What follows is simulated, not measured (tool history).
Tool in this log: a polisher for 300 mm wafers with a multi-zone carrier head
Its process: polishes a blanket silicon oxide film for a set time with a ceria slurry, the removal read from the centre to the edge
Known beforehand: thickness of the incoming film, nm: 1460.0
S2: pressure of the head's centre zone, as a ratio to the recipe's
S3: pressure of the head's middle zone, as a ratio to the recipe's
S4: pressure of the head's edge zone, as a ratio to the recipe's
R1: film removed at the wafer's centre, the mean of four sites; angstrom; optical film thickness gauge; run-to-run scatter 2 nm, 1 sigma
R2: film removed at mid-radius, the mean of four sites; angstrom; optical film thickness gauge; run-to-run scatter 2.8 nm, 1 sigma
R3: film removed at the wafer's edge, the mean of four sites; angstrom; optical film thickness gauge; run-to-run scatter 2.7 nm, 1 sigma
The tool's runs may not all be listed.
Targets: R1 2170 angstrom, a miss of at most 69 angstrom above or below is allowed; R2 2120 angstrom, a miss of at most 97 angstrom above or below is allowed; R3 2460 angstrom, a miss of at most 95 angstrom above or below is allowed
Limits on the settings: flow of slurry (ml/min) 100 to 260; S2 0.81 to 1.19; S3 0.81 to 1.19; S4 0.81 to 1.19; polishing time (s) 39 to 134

Run 1, hour 0: flow of slurry (ml/min) 165, S2 1, S3 1, S4 1, polishing time (s) 86. Result: R1 2659.3 angstrom, R2 2723.3 angstrom, R3 2683.3 angstrom.
Run 2, hour 5.8: flow of slurry (ml/min) 165, S2 1.05, S3 1, S4 1, polishing time (s) 86. Result: R1 2810.6 angstrom, R2 2731.2 angstrom, R3 2694 angstrom.
Run 3, hour 8.7: flow of slurry (ml/min) 155, S2 1.01, S3 0.96, S4 1, polishing time (s) 85. Result: R1 2606.4 angstrom, R2 2585.7 angstrom, R3 2665.4 angstrom.
Run 4, hour 13.2: flow of slurry (ml/min) 150, S2 0.99, S3 0.93, S4 0.99, polishing time (s) 83. Result: R1 2487.8 angstrom, R2 2369.7 angstrom, R3 2521.4 angstrom.
Run 5, hour 22.1: flow of slurry (ml/min) 150, S2 0.96, S3 0.93, S4 0.99, polishing time (s) 83. Result: R1 2403.8 angstrom, R2 2398.8 angstrom, R3 2537.1 angstrom.
Run 6, hour 26.5: flow of slurry (ml/min) 140, S2 0.95, S3 0.91, S4 0.99, polishing time (s) 83. Result: R1 2318.9 angstrom, R2 2266.1 angstrom, R3 2519.8 angstrom.
Run 7, hour 31.9: flow of slurry (ml/min) 105, S2 0.93, S3 0.9, S4 0.99, polishing time (s) 83. Result: R1 2097 angstrom, R2 2132.9 angstrom, R3 2338.3 angstrom.
Run 8, hour 33.1: flow of slurry (ml/min) 105, S2 0.93, S3 0.9, S4 0.99, polishing time (s) 83. Result: R1 2058.2 angstrom, R2 2118.3 angstrom, R3 2336.7 angstrom.

5 next moves are on the table. One of them brings every result within its allowed miss. Which?
Run A, hour 34.3: flow of slurry (ml/min) 100, S2 0.9, S3 0.98, S4 0.96, polishing time (s) 80. Result: R1 ?, R2 ?, R3 ?.
Run B, hour 34.3: flow of slurry (ml/min) 115, S2 0.96, S3 0.95, S4 0.95, polishing time (s) 77. Result: R1 ?, R2 ?, R3 ?.
Run C, hour 34.3: flow of slurry (ml/min) 100, S2 0.9, S3 0.94, S4 1.14, polishing time (s) 78. Result: R1 ?, R2 ?, R3 ?.
Run D, hour 34.3: flow of slurry (ml/min) 100, S2 0.93, S3 1.02, S4 0.97, polishing time (s) 77. Result: R1 ?, R2 ?, R3 ?.
Run E, hour 34.3: flow of slurry (ml/min) 130, S2 0.91, S3 0.85, S4 1.01, polishing time (s) 83. Result: R1 ?, R2 ?, R3 ?.

move      R1      R2      R3
   A  1905.1  2154.7  2237.7
   B  2060.5  2113.1  2211.3
   C  1856.9  2028.2  2366.5
   D  1895.8  2144.8  2162.7
   E  2185.1  2148.4  2512.3
A: its largest miss is bigger than the last run's
B: its largest miss is bigger than the last run's
C: its largest miss is bigger than the last run's
D: its largest miss is bigger than the last run's
E: in spec on every target
The right move is E.
